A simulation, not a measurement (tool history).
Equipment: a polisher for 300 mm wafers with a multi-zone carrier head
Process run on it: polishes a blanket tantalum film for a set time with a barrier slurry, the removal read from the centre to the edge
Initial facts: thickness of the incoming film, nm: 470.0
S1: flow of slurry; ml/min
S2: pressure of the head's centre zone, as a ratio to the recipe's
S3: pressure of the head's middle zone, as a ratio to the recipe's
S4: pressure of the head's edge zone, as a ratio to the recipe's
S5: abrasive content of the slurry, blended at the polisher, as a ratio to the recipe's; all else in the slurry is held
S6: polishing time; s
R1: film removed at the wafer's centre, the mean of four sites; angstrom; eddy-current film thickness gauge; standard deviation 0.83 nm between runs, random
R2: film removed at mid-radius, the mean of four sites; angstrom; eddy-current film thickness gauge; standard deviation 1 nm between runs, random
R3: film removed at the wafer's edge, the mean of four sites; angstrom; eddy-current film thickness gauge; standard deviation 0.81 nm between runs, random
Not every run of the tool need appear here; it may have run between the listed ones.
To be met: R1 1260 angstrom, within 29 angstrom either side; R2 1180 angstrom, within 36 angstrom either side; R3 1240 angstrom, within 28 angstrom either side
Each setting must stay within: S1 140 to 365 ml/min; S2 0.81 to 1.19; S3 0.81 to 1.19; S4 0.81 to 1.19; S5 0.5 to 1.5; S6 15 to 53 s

| run | hour | S1 | S2 | S3 | S4 | S5 | S6 | R1 | R2 | R3 |
|---|---|---|---|---|---|---|---|---|---|---|
| 1 | 0 | 235 | 1 | 1 | 1 | 1 | 34 | 844.57 | 833.77 | 833.07 |
| 2 | 3.8 | 180 | 1 | 1 | 1 | 1 | 34 | 809.74 | 816.99 | 818.11 |
| 3 | 9.5 | 180 | 1.04 | 1 | 1 | 1 | 34 | 835.88 | 807.89 | 813.24 |
| 4 | 12.7 | 180 | 0.99 | 1 | 1 | 1 | 34 | 797.86 | 815.23 | 827.27 |
| 5 | 20.4 | 145 | 0.99 | 1 | 1 | 1 | 34 | 783.28 | 785.52 | 804.82 |
| 6 | 29.2 | 145 | 0.99 | 1 | 1 | 1.15 | 34 | 800.63 | 804.11 | 836.08 |
| 7 | 31.3 | 170 | 1.02 | 1.02 | 1.04 | 1.25 | 35 | 873.9 | 885.86 | 895.98 |
| 8 | 39.6 | 190 | 1.04 | 1.01 | 1.07 | 1.3 | 36 | 940.12 | 925.1 | 953.82 |
| 9 | 42.7 | 205 | 1.05 | 1.01 | 1.09 | 1.35 | 37 | 1005.6 | 962.3 | 999.39 |
| 10 | 45.6 | 215 | 1.05 | 1.01 | 1.11 | 1.4 | 38 | 1046.5 | 1018.6 | 1048.3 |
| 11 | 47.2 | 225 | 1.06 | 1.01 | 1.13 | 1.4 | 39 | 1086.6 | 1043.2 | 1097 |
| 12 | 48.1 | 225 | 1.06 | 1.01 | 1.13 | 1.4 | 39 | 1093.9 | 1038.5 | 1088.4 |
| 13 | 51.8 | 235 | 1.06 | 1.01 | 1.14 | 1.4 | 40 | 1114.6 | 1060.1 | 1138 |
| 14 | 60.7 | 300 | 1.15 | 1.1 | 1.19 | 1.5 | 40 | 1262.4 | 1177.6 | 1198.4 |
| 15 | 67.3 | 300 | 1.14 | 1.09 | 1.19 | 1.5 | 40 | 1245.2 | 1178.5 | 1203 |
| 16 | 74.7 | 305 | 1.14 | 1.08 | 1.19 | 1.5 | 40 | 1240.4 | 1161.8 | 1185.1 |
| 17 | 77.4 | 300 | 1.13 | 1.07 | 1.19 | 1.5 | 40 | 1233.7 | 1155.2 | 1195.4 |

Exactly one of the 4 candidate moves below puts every result within its allowed miss. Which one?
| A | 80.1 | 205 | 1.1 | 1.03 | 1.15 | 1.15 | 46 | ? | ? | ? |
| B | 80.1 | 280 | 1.13 | 1.04 | 1.17 | 1.5 | 40 | ? | ? | ? |
| C | 80.1 | 240 | 1.18 | 1.13 | 1.19 | 1.5 | 39 | ? | ? | ? |
| D | 80.1 | 355 | 1.15 | 1.08 | 1.04 | 1.5 | 40 | ? | ? | ? |

| move | R1 | R2 | R3 |
|---|---|---|---|
| A | 1255.4 | 1173.7 | 1230.4 |
| B | 1225 | 1120.9 | 1167.7 |
| C | 1225.1 | 1149.1 | 1134.6 |
| D | 1273.6 | 1177.8 | 1116.5 |
A: meets every target
B: moves away from the targets compared with the last run
C: moves away from the targets compared with the last run
D: moves away from the targets compared with the last run
Correct choice: A, which meets every target

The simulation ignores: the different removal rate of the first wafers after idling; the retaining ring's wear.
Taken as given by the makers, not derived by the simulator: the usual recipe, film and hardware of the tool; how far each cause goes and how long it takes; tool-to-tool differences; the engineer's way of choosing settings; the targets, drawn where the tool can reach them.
